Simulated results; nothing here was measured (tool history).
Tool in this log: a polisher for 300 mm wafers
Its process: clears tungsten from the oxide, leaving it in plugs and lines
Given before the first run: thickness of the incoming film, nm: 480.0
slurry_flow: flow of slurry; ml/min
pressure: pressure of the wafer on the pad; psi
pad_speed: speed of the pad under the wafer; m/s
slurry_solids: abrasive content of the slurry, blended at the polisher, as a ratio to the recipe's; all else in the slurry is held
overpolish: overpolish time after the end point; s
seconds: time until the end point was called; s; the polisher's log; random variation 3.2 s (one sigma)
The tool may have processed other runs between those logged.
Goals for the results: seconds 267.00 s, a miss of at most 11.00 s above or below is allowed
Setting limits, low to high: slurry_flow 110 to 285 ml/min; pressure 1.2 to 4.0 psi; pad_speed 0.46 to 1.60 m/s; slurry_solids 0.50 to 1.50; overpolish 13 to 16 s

run  hour  slurry_flow  pressure  pad_speed  slurry_solids  overpolish  seconds
  1   0.0          180       2.6       1.02           1.00          16   165.08
  2   7.3          180       2.6       1.02           1.00          16   165.56
  3  11.7          225       2.6       1.02           1.00          16   162.60
  4  16.0          225       2.5       1.02           1.00          16   163.29
  5  21.1          225       2.5       1.02           1.00          13   168.67
  6  27.7          225       2.4       1.02           1.00          13   170.36
  7  29.9          225       2.4       1.02           1.00          13   166.55
  8  38.4          225       2.3       1.00           1.00          13   180.28
  9  39.3          225       2.2       1.00           1.00          13   179.37
 10  45.6          225       2.1       0.98           1.00          13   193.75
 11  54.5          225       2.0       0.98           1.00          13   199.59

Pick the move, out of 5, that brings all results within their allowed miss; only one does.
  A  63.4          260       1.9       0.84           0.85          13        ?
  B  63.4          225       1.7       0.72           1.05          16        ?
  C  63.4          220       1.6       0.86           1.05          15        ?
  D  63.4          255       1.9       0.76           1.00          13        ?
  E  63.4          245       2.7       0.96           1.15          16        ?

move  seconds
   A   237.09
   B   264.20
   C   245.36
   D   238.75
   E   154.15
A: closes in on the targets versus the last run, not all within tolerance yet
B: all results in spec
C: closes in on the targets versus the last run, not all within tolerance yet
D: closes in on the targets versus the last run, not all within tolerance yet
E: further off than the last run
B meets every target.

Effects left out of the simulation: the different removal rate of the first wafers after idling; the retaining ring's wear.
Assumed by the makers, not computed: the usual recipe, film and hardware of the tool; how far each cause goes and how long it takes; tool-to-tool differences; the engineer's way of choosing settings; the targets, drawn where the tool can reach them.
